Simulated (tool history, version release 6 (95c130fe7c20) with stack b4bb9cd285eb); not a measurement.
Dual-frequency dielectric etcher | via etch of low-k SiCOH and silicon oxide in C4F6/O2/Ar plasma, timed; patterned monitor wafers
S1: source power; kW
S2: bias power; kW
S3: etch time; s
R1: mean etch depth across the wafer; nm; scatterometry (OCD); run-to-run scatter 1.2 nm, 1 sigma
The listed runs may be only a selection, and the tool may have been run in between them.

run 1 hour=0 | S1=0.32 S2=0.259 S3=67.5 | R1=160.47
run 2 hour=6 | S1=0.32 S2=0.303 S3=67.5 | R1=170.29
run 3 hour=10.1 | S1=0.33 S2=0.305 S3=67.5 | R1=169.67
run 4 hour=14.9 | S1=0.33 S2=0.282 S3=67.5 | R1=165.63
run 5 hour=16 | S1=0.28 S2=0.282 S3=67.5 | R1=159.45
run 6 hour=19.6 | S1=0.28 S2=0.324 S3=67.5 | R1=163.37
run 7 hour=24.9 | S1=0.29 S2=0.328 S3=67.5 | R1=164.84
run 8 hour=29.6 | S1=0.3 S2=0.332 S3=67.5 | R1=170.17
run 9 hour=30.4 | S1=0.31 S2=0.334 S3=67.5 | R1=171.19
run 10 hour=38.6 | S1=0.31 S2=0.334 S3=67.5 | R1=170.76
run 11 hour=40.6 | S1=0.32 S2=0.336 S3=67.5 | R1=174.01
run 12 hour=42.5 | S1=0.32 S2=0.337 S3=67.5 | R1=173.24
run 13 hour=50 | S1=0.32 S2=0.337 S3=67.5 | R1=173.97

For run 14, what comes out?
run 14 hour=52.3 | S1=0.33 S2=0.338 S3=67.5 | R1=?

{"run 14": {"R1": 176.05}}
